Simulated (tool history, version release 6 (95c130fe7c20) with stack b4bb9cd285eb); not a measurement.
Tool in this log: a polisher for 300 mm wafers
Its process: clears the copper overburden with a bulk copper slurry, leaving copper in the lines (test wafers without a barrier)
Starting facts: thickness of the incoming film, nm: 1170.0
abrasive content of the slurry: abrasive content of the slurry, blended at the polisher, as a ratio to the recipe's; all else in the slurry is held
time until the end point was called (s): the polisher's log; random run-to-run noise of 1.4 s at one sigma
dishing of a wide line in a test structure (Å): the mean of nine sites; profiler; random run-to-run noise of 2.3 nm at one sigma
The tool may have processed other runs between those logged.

run    day  flow of slurry (ml/min)  pressure of the wafer on the pad (kPa)  speed of the pad under the wafer (m/s)  abrasive content of the slurry  overpolish time after the end point (s)  time until the end point was called (s)  dishing of a wide line in a test structure (Å)
  1  0.000                      185                                    16.5                                    1.20                             1.0                                       27                                  121.700                                          1129.6
  2  0.271                      185                                    19.3                                    1.20                             1.0                                       27                                  102.150                                          1315.5
  3  0.592                      185                                    18.6                                    1.20                             1.0                                       28                                  107.770                                          1271.3
  4  0.812                      185                                    17.9                                    1.20                             1.0                                       28                                  110.420                                          1272.0
  5  1.183                      185                                    17.9                                    1.20                             1.1                                       28                                  108.880                                          1279.0
  6  1.288                      185                                    17.9                                    1.42                             1.1                                       28                                   97.610                                          1327.6

The next listed run, before its measurement:
  7  1.554                      185                                    17.2                                    1.42                             1.1                                       29                                        ?                                               ?

time until the end point was called (s): 99.477
dishing of a wide line in a test structure (Å): 1316.8
